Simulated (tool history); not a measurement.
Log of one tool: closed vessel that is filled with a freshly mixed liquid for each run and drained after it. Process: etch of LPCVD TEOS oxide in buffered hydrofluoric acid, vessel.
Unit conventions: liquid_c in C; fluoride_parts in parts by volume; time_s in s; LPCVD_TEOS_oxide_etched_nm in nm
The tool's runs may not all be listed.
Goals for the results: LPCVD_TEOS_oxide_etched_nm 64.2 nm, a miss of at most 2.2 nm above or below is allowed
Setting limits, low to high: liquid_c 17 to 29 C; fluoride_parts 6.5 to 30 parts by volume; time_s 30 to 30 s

Run 1, day 0: liquid_c 21 C, fluoride_parts 19.5 parts by volume, time_s 30 s. Result: LPCVD_TEOS_oxide_etched_nm 20.876 nm.
Run 2, day 0.171: liquid_c 21 C, fluoride_parts 22 parts by volume, time_s 30 s. Result: LPCVD_TEOS_oxide_etched_nm 18.973 nm.
Run 3, day 0.45: liquid_c 22 C, fluoride_parts 20.5 parts by volume, time_s 30 s. Result: LPCVD_TEOS_oxide_etched_nm 21.112 nm.
Run 4, day 0.571: liquid_c 18.5 C, fluoride_parts 20.5 parts by volume, time_s 30 s. Result: LPCVD_TEOS_oxide_etched_nm 17.249 nm.
Run 5, day 0.842: liquid_c 19.5 C, fluoride_parts 19 parts by volume, time_s 30 s. Result: LPCVD_TEOS_oxide_etched_nm 19.455 nm.
Run 6, day 0.979: liquid_c 20.5 C, fluoride_parts 17.5 parts by volume, time_s 30 s. Result: LPCVD_TEOS_oxide_etched_nm 22.559 nm.
Run 7, day 1.254: liquid_c 21.5 C, fluoride_parts 16.5 parts by volume, time_s 30 s. Result: LPCVD_TEOS_oxide_etched_nm 25.189 nm.
Run 8, day 1.371: liquid_c 22.5 C, fluoride_parts 15.5 parts by volume, time_s 30 s. Result: LPCVD_TEOS_oxide_etched_nm 28.107 nm.
Run 9, day 1.708: liquid_c 26.5 C, fluoride_parts 9 parts by volume, time_s 30 s. Result: LPCVD_TEOS_oxide_etched_nm 57.746 nm.

Which of these 5 next moves meets every target?
Run A, day 2.046: liquid_c 25 C, fluoride_parts 7.5 parts by volume, time_s 30 s. Result: LPCVD_TEOS_oxide_etched_nm ?.
Run B, day 2.046: liquid_c 26 C, fluoride_parts 8.5 parts by volume, time_s 30 s. Result: LPCVD_TEOS_oxide_etched_nm ?.
Run C, day 2.046: liquid_c 23 C, fluoride_parts 7.5 parts by volume, time_s 30 s. Result: LPCVD_TEOS_oxide_etched_nm ?.
Run D, day 2.046: liquid_c 24 C, fluoride_parts 8 parts by volume, time_s 30 s. Result: LPCVD_TEOS_oxide_etched_nm ?.
Run E, day 2.046: liquid_c 25.5 C, fluoride_parts 8.5 parts by volume, time_s 30 s. Result: LPCVD_TEOS_oxide_etched_nm ?.

move  LPCVD_TEOS_oxide_etched_nm
   A                       66.39
   B                      61.236
   C                      59.448
   D                      58.598
   E                      59.587
A: meets every target
B: gains on the last run, yet a result remains outside its allowed miss
C: gains on the last run, yet a result remains outside its allowed miss
D: gains on the last run, yet a result remains outside its allowed miss
E: gains on the last run, yet a result remains outside its allowed miss
Move A is the one to make.
